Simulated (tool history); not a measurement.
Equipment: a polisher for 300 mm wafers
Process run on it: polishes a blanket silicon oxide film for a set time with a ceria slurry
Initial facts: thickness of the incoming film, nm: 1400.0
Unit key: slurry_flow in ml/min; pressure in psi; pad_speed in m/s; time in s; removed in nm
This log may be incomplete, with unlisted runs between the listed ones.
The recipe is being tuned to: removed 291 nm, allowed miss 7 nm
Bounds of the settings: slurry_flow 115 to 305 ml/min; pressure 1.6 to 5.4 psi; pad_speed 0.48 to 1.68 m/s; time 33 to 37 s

run,hour,slurry_flow,pressure,pad_speed,time,removed
1,0,195,3.5,1.08,37,199.67
2,6.4,170,3.5,1.08,37,195.94
3,8.1,170,3.5,0.96,37,177.7
4,15.8,125,3.5,0.96,37,168.57
5,21.4,160,4,0.96,37,200.78
6,26.5,160,3.6,0.96,37,180.48
7,31,185,4.1,0.96,37,207.71
8,40,200,4.5,0.96,37,228.28
9,48,200,5.4,0.98,37,278.01

Which of these 4 next moves meets every target?
A,56,190,5.4,1.02,37,?
B,56,230,5.2,1.12,37,?
C,56,175,5.4,0.94,37,?
D,56,205,4.9,1.1,33,?

move,removed
A,289.04
B,310.99
C,264.98
D,253.95
A: hits every target within its allowed miss
B: the result that was furthest off in the last run now lies on the other side of its target
C: misses by more than the last run did
D: misses by more than the last run did
Go with A: it meets all targets.

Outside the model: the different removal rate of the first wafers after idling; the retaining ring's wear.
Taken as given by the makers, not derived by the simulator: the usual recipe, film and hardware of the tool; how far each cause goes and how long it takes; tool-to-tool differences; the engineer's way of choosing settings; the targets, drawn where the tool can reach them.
